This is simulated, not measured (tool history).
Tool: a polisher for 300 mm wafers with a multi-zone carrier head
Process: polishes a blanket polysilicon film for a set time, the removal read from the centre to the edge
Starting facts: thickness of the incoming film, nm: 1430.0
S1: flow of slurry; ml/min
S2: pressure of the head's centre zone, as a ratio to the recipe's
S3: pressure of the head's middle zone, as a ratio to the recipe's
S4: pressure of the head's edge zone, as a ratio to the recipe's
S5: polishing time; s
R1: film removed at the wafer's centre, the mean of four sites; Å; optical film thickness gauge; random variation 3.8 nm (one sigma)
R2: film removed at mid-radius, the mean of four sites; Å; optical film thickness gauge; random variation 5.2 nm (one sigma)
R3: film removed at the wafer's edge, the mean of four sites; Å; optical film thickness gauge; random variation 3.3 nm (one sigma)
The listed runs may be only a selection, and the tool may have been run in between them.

Run 1, hour 0.0: S1 185 ml/min, S2 1.00, S3 1.00, S4 1.00, S5 53 s. Result: R1 5387.6 Å, R2 5236.1 Å, R3 5482.4 Å.
Run 2, hour 2.3: S1 185 ml/min, S2 1.04, S3 1.00, S4 1.00, S5 53 s. Result: R1 5495.7 Å, R2 5265.3 Å, R3 5501.8 Å.
Run 3, hour 9.8: S1 140 ml/min, S2 1.04, S3 1.00, S4 1.00, S5 53 s. Result: R1 5229.6 Å, R2 5148.7 Å, R3 5333.2 Å.
Run 4, hour 11.0: S1 135 ml/min, S2 0.98, S3 0.97, S4 0.97, S5 51 s. Result: R1 4881.8 Å, R2 4677.6 Å, R3 5089.0 Å.
At hour 14.7: edge zone pressure recalibrated.
Run 5, hour 14.7: S1 110 ml/min, S2 0.98, S3 0.97, S4 0.97, S5 51 s. Result: R1 4614.8 Å, R2 4592.9 Å, R3 4781.9 Å.
Run 6, hour 23.0: S1 110 ml/min, S2 0.94, S3 0.96, S4 0.97, S5 50 s. Result: R1 4436.3 Å, R2 4465.9 Å, R3 4682.8 Å.
Run 7, hour 25.1: S1 110 ml/min, S2 0.91, S3 0.95, S4 0.98, S5 50 s. Result: R1 4244.0 Å, R2 4433.7 Å, R3 4694.4 Å.
Run 8, hour 31.9: S1 110 ml/min, S2 0.90, S3 0.94, S4 0.98, S5 50 s. Result: R1 4168.4 Å, R2 4397.0 Å, R3 4684.2 Å.

Forecast run 9:
Run 9, hour 33.5: S1 110 ml/min, S2 0.89, S3 0.93, S4 0.97, S5 50 s. Result: R1 ?, R2 ?, R3 ?.

For run 9 the tool returned R1 4208.0 Å, R2 4336.2 Å, R3 4712.7 Å.

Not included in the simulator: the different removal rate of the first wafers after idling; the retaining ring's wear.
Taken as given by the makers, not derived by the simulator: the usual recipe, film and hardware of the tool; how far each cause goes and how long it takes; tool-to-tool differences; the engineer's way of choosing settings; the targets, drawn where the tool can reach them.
